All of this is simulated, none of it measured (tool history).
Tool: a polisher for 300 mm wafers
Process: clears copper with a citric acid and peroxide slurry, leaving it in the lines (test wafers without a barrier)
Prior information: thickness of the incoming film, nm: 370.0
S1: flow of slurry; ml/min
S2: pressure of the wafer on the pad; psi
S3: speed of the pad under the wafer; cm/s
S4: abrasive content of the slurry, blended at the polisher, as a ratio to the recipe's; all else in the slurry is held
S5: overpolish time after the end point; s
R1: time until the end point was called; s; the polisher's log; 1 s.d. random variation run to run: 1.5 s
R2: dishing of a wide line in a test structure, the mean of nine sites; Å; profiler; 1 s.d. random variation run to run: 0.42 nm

| run | hour | S1 | S2 | S3 | S4 | S5 | R1 | R2 |
|---|---|---|---|---|---|---|---|---|
| 1 | 0 | 260 | 4 | 136 | 1 | 11 | 102.52 | 265.54 |
| 2 | 8.1 | 310 | 4 | 136 | 1 | 11 | 100.83 | 275.62 |
| 3 | 16.5 | 310 | 4.6 | 136 | 1 | 11 | 88.995 | 329.53 |
| 4 | 23.9 | 310 | 4.6 | 136 | 1.1 | 11 | 84.907 | 327.68 |
| 5 | 29.8 | 310 | 5.1 | 136 | 1.1 | 11 | 77.374 | 367.57 |
| 6 | 35.9 | 310 | 5.1 | 152 | 1.1 | 11 | 68.947 | 401.51 |
| 7 | 38 | 310 | 5.1 | 152 | 1.1 | 11 | 69.619 | 389.94 |

Estimate the outcome of run 8 from the log above:
| 8 | 43.4 | 310 | 5.1 | 152 | 1.1 | 11 | ? | ? |

R1: 68.334 s
R2: 392.31 Å
